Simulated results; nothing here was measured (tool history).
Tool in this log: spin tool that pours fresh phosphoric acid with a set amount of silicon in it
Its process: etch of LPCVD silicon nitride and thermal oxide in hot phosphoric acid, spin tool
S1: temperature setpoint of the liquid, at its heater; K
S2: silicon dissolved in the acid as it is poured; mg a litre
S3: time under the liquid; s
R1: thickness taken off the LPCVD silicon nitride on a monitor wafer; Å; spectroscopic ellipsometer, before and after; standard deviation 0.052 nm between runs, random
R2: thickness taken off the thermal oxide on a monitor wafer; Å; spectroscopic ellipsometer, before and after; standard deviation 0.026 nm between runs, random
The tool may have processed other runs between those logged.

run	hour	S1	S2	S3	R1	R2
1	0	433.15	11.5	180	134.05	3.5347
2	2	433.15	14	180	133.29	3.1218
3	4.9	434.65	14	180	142.06	4.1452
4	5.6	434.15	13	175	132.68	2.8651
5	12	434.15	17	175	135.46	3.357
6	17.9	433.65	15.5	170	129.62	3.0556
7	23.1	433.15	13.5	165	122.69	3.2064
8	29.6	432.65	13.5	160	116.06	2.729

Expected results for the next run?
# hour 37.3: thermometer replaced
9	37.3	432.15	12.5	160	?	?

Logged for run 9: R1 123.55 Å, R2 3.355 Å.
